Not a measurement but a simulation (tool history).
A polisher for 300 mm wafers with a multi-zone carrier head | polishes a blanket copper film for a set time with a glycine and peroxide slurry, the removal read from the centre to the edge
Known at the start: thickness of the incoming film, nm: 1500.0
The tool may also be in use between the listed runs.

run	hour	flow of slurry (ml/min)	pressure of the head's centre zone	pressure of the head's middle zone	pressure of the head's edge zone	polishing time (s)	film removed at the wafer's centre (nm)	film removed at mid-radius (nm)	film removed at the wafer's edge (nm)
1	0	170	1	1	1	75	451.96	458.77	455.08
2	4.7	155	1	1	1	75	458.72	461.51	456.63
3	6.2	195	1	1	1	75	477.78	465.57	468.21
4	14.7	185	0.96	0.99	0.98	73	428.1	459.98	450.93
5	19.8	185	0.96	0.99	1.05	73	416.66	453.42	467.09
6	25.8	185	0.96	1.03	1.05	73	436.44	463.25	456.41
7	34.6	180	0.95	1.02	1.04	71	416.73	441.94	441
8	35.2	180	0.95	1.02	1.04	71	418.88	438.28	446.17

Run 9 comes next. What will it give?
9	39.3	175	0.92	1.02	1.02	70	?	?	?

{"run 9": {"film removed at the wafer's centre (nm)": 393.83, "film removed at mid-radius (nm)": 436.32, "film removed at the wafer's edge (nm)": 432.19}}
